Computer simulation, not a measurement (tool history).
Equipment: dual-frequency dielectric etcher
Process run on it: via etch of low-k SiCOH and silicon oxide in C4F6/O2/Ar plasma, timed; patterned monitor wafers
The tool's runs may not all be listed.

run  hour  source power (kW)  bias power (kW)  etch time (s)  mean etch depth across the wafer (angstrom)
  1     0               0.44            0.213           34.5                                       972.73
  2   5.8               0.47            0.216           34.5                                       993.95
  3  10.4                0.5             0.22           34.5                                       1013.8
  4  12.5               0.52            0.224           34.5                                       1026.4
  5  20.5               0.54            0.228           34.5                                       1044.4
  6  26.1               0.54            0.228           31.5                                        948.1
  7  29.8               0.55            0.244           32.5                                       1011.5

For run 8, what comes out?
  8  32.3               0.61            0.249           32.5                                            ?

mean etch depth across the wafer (angstrom): 1041.2
